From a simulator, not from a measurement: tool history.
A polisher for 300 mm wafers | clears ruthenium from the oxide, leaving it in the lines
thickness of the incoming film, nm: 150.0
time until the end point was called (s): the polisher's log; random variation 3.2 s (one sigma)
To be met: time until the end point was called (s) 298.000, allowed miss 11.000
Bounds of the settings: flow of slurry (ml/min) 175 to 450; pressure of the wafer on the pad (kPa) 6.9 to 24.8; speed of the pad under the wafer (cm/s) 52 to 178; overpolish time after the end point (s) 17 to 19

run,hour,flow of slurry (ml/min),pressure of the wafer on the pad (kPa),speed of the pad under the wafer (cm/s),overpolish time after the end point (s),time until the end point was called (s)
1,0.0,290,15.9,114,17,125.100
2,5.6,290,15.9,140,17,104.350
3,10.2,290,15.9,140,17,103.340
4,12.7,340,15.9,140,17,101.890
5,21.2,335,14.5,128,17,121.940
6,28.7,335,14.5,140,17,111.280
7,31.0,330,13.1,128,17,132.040
8,32.0,330,11.7,118,17,161.560
9,36.9,330,11.0,112,17,179.410

Which of these 4 next moves meets every target?
A,41.8,365,10.3,70,19,?
B,41.8,310,16.5,150,17,?
C,41.8,185,11.0,80,19,?
D,41.8,280,9.7,84,19,?

move,time until the end point was called (s)
A,294.280
B,90.885
C,264.300
D,270.550
A: meets every target
B: further off than the last run
C: nearer than the last run, and not there yet
D: nearer than the last run, and not there yet
The right move is A.
